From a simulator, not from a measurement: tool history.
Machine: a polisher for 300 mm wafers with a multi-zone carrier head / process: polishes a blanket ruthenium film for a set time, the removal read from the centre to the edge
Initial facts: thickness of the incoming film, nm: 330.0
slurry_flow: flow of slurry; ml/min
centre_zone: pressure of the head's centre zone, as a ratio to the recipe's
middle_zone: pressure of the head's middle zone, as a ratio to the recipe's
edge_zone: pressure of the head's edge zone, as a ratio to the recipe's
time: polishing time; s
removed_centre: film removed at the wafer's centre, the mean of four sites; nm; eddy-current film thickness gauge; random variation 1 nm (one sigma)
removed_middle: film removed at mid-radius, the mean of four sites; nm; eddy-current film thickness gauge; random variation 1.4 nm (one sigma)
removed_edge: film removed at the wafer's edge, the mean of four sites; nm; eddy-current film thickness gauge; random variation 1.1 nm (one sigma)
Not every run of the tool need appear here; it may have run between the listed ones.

run	hour	slurry_flow	centre_zone	middle_zone	edge_zone	time	removed_centre	removed_middle	removed_edge
1	0.0	285	1.00	1.00	1.00	82	89.758	90.798	87.951
2	7.6	290	1.00	1.02	1.02	84	91.337	94.047	93.343
3	12.6	290	1.00	1.02	1.02	65	70.600	71.471	72.277
4	15.2	290	1.00	1.02	0.99	65	71.543	71.212	70.047
5	17.4	290	0.92	1.02	0.99	65	65.594	72.732	70.187
6	19.9	295	0.94	1.04	1.01	70	73.615	78.160	76.549
7	28.1	295	0.94	1.04	1.01	70	72.122	78.801	77.736
8	34.8	295	0.95	1.06	1.01	74	78.204	85.427	80.146
9	41.8	300	0.96	1.08	1.03	77	80.274	89.490	86.379
10	49.8	300	0.97	1.09	1.03	80	85.465	94.575	88.140
11	52.0	305	0.98	1.10	1.05	82	90.052	97.597	91.780
12	52.7	310	0.98	1.11	1.06	84	90.037	102.260	93.008
13	57.5	305	0.98	1.11	1.07	86	92.802	103.180	96.716
14	61.6	310	0.99	1.12	1.08	87	95.460	107.530	97.423
15	64.4	310	0.99	1.11	1.09	88	96.573	104.490	98.778
16	64.9	310	0.99	1.12	1.10	89	96.157	108.960	102.810
17	70.5	315	1.00	1.12	1.11	90	100.270	108.220	103.820

For run 18, what comes out?
18	78.5	315	1.00	1.13	1.12	91	?	?	?

Run 18 came out at removed_centre 101.720 nm, removed_middle 111.790 nm, removed_edge 104.010 nm.
